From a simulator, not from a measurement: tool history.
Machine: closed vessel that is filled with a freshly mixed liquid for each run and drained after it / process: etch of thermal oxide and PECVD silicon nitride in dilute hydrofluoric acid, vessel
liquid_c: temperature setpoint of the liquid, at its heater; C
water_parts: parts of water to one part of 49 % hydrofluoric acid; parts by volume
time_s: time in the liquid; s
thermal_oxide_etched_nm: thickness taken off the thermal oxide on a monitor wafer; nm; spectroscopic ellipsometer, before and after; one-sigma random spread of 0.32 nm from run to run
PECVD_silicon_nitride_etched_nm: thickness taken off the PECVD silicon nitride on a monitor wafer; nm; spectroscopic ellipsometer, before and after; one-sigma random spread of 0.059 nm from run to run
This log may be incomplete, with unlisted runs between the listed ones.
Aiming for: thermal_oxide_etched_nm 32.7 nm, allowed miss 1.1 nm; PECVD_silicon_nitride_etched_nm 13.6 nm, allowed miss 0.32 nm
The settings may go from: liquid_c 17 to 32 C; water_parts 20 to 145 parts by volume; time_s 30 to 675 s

| run | hour | liquid_c | water_parts | time_s | thermal_oxide_etched_nm | PECVD_silicon_nitride_etched_nm |
|---|---|---|---|---|---|---|
| 1 | 0 | 24 | 80 | 345 | 18.654 | 7.0002 |
| 2 | 5.2 | 24 | 100 | 345 | 14.692 | 5.6095 |
| 3 | 12.3 | 21.5 | 100 | 345 | 12.983 | 4.7062 |
| 4 | 16.8 | 21.5 | 85 | 345 | 15.764 | 5.5652 |
| 5 | 24.2 | 19.5 | 85 | 345 | 14.461 | 4.8348 |
| 6 | 30.7 | 19.5 | 60 | 345 | 21.304 | 6.8029 |
| 7 | 32.7 | 21 | 60 | 345 | 22.736 | 7.5634 |
| 8 | 37.5 | 22.5 | 60 | 345 | 23.882 | 8.3088 |
| 9 | 46.4 | 23.5 | 60 | 345 | 25.449 | 8.9413 |
| 10 | 52.8 | 24.5 | 60 | 345 | 25.916 | 9.5501 |
| 11 | 56.2 | 25.5 | 60 | 345 | 27.515 | 10.204 |
| 12 | 60.7 | 26.5 | 60 | 345 | 28.328 | 10.941 |
| 13 | 65 | 27 | 60 | 345 | 28.99 | 11.32 |

Consider the 4 candidate settings below. Which is the only one whose results all fall within their allowed miss of target?
| A | 69.3 | 30 | 55 | 315 | ? | ? |
| B | 69.3 | 18.5 | 35 | 335 | ? | ? |
| C | 69.3 | 24 | 45 | 300 | ? | ? |
| D | 69.3 | 27 | 55 | 400 | ? | ? |

| move | thermal_oxide_etched_nm | PECVD_silicon_nitride_etched_nm |
|---|---|---|
| A | 32.716 | 13.522 |
| B | 34.954 | 10.289 |
| C | 30.354 | 10.562 |
| D | 36.899 | 14.127 |
A: in spec on every target
B: moves away from the targets compared with the last run
C: moves away from the targets compared with the last run
D: moves the result that the last run missed by most past its target, out the other side
Correct choice: A, which meets every target

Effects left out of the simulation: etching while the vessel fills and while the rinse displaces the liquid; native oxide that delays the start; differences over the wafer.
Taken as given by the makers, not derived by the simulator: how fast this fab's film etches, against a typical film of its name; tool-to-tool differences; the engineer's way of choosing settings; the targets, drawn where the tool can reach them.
